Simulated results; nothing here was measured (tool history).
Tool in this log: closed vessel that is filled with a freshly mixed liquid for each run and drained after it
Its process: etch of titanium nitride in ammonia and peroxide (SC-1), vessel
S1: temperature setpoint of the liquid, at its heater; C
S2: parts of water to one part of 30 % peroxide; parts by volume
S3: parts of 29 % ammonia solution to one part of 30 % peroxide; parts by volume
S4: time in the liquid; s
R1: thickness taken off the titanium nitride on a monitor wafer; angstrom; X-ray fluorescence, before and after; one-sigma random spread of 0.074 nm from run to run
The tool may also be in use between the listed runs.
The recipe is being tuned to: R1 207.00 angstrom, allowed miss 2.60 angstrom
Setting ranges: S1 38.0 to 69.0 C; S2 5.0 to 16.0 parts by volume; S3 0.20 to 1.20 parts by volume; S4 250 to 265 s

{"run": 1, "hour": 0.0, "S1": 53.0, "S2": 9.0, "S3": 0.9, "S4": 250, "R1": 261.67}
{"run": 2, "hour": 6.5, "S1": 52.5, "S2": 9.0, "S3": 0.9, "S4": 250, "R1": 252.05}
{"run": 3, "hour": 9.8, "S1": 52.0, "S2": 9.0, "S3": 0.9, "S4": 250, "R1": 244.01}
{"run": 4, "hour": 18.4, "S1": 52.0, "S2": 9.0, "S3": 0.6, "S4": 250, "R1": 229.11}
{"run": 5, "hour": 26.7, "S1": 52.0, "S2": 9.0, "S3": 0.8, "S4": 250, "R1": 241.1}
{"run": 6, "hour": 29.5, "S1": 52.0, "S2": 9.0, "S3": 0.5, "S4": 250, "R1": 222.22}
{"hour": 36.5, "done": "thermometer replaced"}
{"run": 7, "hour": 36.5, "S1": 51.5, "S2": 9.0, "S3": 0.5, "S4": 250, "R1": 242.85}
{"run": 8, "hour": 43.1, "S1": 51.5, "S2": 9.0, "S3": 0.5, "S4": 250, "R1": 243.37}
{"run": 9, "hour": 46.2, "S1": 51.0, "S2": 9.0, "S3": 0.5, "S4": 250, "R1": 234.21}
{"run": 10, "hour": 48.8, "S1": 50.5, "S2": 9.0, "S3": 0.5, "S4": 250, "R1": 226.43}
{"run": 11, "hour": 56.8, "S1": 50.0, "S2": 9.0, "S3": 0.5, "S4": 250, "R1": 218.47}
{"run": 12, "hour": 60.0, "S1": 49.5, "S2": 9.0, "S3": 0.5, "S4": 250, "R1": 210.81}

Pick the move, out of 4, that brings all results within their allowed miss; only one does.
{"run": "A", "hour": 63.2, "S1": 49.0, "S2": 9.5, "S3": 0.55, "S4": 250, "R1": "?"}
{"run": "B", "hour": 63.2, "S1": 45.0, "S2": 5.0, "S3": 0.35, "S4": 265, "R1": "?"}
{"run": "C", "hour": 63.2, "S1": 48.0, "S2": 10.0, "S3": 0.8, "S4": 260, "R1": "?"}
{"run": "D", "hour": 63.2, "S1": 48.5, "S2": 8.5, "S3": 0.45, "S4": 250, "R1": "?"}

move=A R1=203.05
move=B R1=206.39
move=C R1=203.95
move=D R1=200.56
A: moves the result that the last run missed by most past its target, out the other side
B: all results in spec
C: moves the result that the last run missed by most past its target, out the other side
D: moves the result that the last run missed by most past its target, out the other side
The move that meets every target is B.
